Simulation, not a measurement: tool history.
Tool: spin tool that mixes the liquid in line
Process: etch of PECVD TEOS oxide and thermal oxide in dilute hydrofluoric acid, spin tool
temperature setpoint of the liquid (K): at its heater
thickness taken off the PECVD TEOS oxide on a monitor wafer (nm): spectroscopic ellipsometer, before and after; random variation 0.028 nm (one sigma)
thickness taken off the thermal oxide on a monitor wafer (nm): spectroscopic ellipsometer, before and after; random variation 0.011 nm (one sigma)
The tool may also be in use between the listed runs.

run	hour	temperature setpoint of the liquid (K)	parts of water to one part of 49 % hydrofluoric acid (parts by volume)	time under the liquid (s)	thickness taken off the PECVD TEOS oxide on a monitor wafer (nm)	thickness taken off the thermal oxide on a monitor wafer (nm)
1	0.0	299.15	190	180	8.1898	4.7168
2	8.4	297.65	200	180	7.1935	4.2001
3	15.9	296.65	210	180	6.5427	3.8299
4	22.8	296.65	275	180	4.6335	2.7280
5	31.5	296.15	275	180	4.6024	2.6809
6	35.2	295.65	275	180	4.5740	2.6691
7	41.1	295.15	275	180	4.4330	2.6071
8	43.3	294.65	275	180	4.3999	2.5429
9	44.6	294.65	275	180	4.3419	2.5513

Run 10 comes next. What will it give?
10	52.6	294.15	275	180	?	?

thickness taken off the PECVD TEOS oxide on a monitor wafer (nm): 4.3035
thickness taken off the thermal oxide on a monitor wafer (nm): 2.4886
